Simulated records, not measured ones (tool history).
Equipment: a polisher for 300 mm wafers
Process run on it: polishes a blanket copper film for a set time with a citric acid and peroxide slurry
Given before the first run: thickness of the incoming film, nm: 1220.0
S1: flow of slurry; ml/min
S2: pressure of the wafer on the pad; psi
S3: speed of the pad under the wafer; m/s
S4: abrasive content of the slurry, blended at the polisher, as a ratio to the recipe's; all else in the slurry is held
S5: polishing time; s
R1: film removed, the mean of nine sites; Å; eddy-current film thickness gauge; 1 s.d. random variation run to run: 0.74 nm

run	day	S1	S2	S3	S4	S5	R1
1	0.000	315	3.0	1.22	1.0	90	1982.0
2	0.200	315	2.6	1.12	1.0	90	1630.2
3	0.258	315	2.6	1.24	1.0	90	1782.9
4	0.425	315	2.3	1.12	1.0	90	1436.4
5	0.729	390	2.3	1.12	1.0	90	1443.9
6	0.758	390	2.1	1.04	1.0	90	1265.2
7	0.888	390	1.9	0.98	1.0	90	1104.5

For run 8, what comes out?
8	0.975	390	1.9	0.98	1.0	90	?

Logged for run 8: R1 1097.3 Å.

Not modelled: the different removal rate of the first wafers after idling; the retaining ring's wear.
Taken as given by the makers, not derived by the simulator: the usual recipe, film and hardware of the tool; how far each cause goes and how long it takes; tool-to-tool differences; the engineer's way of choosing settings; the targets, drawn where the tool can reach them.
